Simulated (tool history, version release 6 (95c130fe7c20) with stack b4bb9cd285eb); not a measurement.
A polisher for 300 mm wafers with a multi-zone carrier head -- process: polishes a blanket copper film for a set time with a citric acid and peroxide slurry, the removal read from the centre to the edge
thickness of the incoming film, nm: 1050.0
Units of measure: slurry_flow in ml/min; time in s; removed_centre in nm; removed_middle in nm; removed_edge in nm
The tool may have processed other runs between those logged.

run  hour  slurry_flow  centre_zone  middle_zone  edge_zone  slurry_solids  time  removed_centre  removed_middle  removed_edge
  1   0.0          265         1.00         1.00       1.00           1.00    53          75.880          79.756        76.902
  2   7.2          265         1.00         1.00       1.00           1.00    44          62.521          64.704        63.931
  3  12.0          265         1.00         1.00       1.00           1.10    44          63.144          64.836        65.496
  4  20.1          265         1.08         1.00       1.00           1.10    44          69.329          64.959        64.977
  5  26.6          265         1.08         1.00       1.00           0.95    44          67.216          62.323        62.962
     31.4  -- slurry nozzle cleaned
  6  31.4          265         1.08         1.00       1.00           1.05    44          70.689          66.860        65.800
  7  35.6          275         1.07         1.00       0.97           0.95    42          65.137          61.366        60.915

Run 8 is up next; what results do you expect?
  8  42.2          270         1.07         1.01       0.94           0.85    40               ?               ?             ?

{"run 8": {"removed_centre": 60.702, "removed_middle": 58.487, "removed_edge": 55.755}}
